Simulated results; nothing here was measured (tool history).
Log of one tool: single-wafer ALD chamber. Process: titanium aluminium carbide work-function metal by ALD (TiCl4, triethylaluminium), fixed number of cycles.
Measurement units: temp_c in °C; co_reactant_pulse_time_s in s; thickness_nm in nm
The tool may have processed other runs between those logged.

| run | hour | temp_c | co_reactant_pulse_time_s | thickness_nm |
|---|---|---|---|---|
| 1 | 0.0 | 285 | 9.84 | 2.0282 |
| 2 | 1.4 | 285 | 12.34 | 2.0793 |
| 3 | 7.2 | 285 | 13.48 | 2.0865 |
| 4 | 11.7 | 289 | 13.75 | 2.1162 |
| 5 | 14.9 | 285 | 13.75 | 2.0782 |
| 6 | 18.9 | 281 | 13.75 | 2.0417 |
| 7 | 27.1 | 286 | 14.06 | 2.0882 |
| 8 | 29.3 | 290 | 14.37 | 2.1363 |
| 9 | 29.9 | 293 | 14.58 | 2.1771 |
| 10 | 38.4 | 295 | 14.70 | 2.1973 |
| 11 | 40.5 | 296 | 14.79 | 2.1983 |

Predict the results of run 12:
| 12 | 45.8 | 297 | 14.90 | ? |

{"run 12": {"thickness_nm": 2.2102}}
